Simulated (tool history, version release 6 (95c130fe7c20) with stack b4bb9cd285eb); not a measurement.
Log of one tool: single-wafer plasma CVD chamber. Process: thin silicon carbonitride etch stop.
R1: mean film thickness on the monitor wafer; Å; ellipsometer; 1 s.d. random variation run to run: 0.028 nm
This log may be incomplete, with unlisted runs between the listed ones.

{"run": 1, "hour": 0.0, "RF power (kW)": 0.24, "deposition time (s)": 19.1, "R1": 110.27}
{"run": 2, "hour": 4.6, "RF power (kW)": 0.255, "deposition time (s)": 19.9, "R1": 116.51}
{"run": 3, "hour": 10.8, "RF power (kW)": 0.255, "deposition time (s)": 21.0, "R1": 123.28}
{"run": 4, "hour": 15.9, "RF power (kW)": 0.225, "deposition time (s)": 21.0, "R1": 119.25}
{"run": 5, "hour": 19.9, "RF power (kW)": 0.215, "deposition time (s)": 21.0, "R1": 118.5}
{"run": 6, "hour": 27.5, "RF power (kW)": 0.215, "deposition time (s)": 22.3, "R1": 125.71}

For run 7, what comes out?
{"run": 7, "hour": 31.5, "RF power (kW)": 0.23, "deposition time (s)": 22.5, "R1": "?"}

{"run 7": {"R1": 128.74}}

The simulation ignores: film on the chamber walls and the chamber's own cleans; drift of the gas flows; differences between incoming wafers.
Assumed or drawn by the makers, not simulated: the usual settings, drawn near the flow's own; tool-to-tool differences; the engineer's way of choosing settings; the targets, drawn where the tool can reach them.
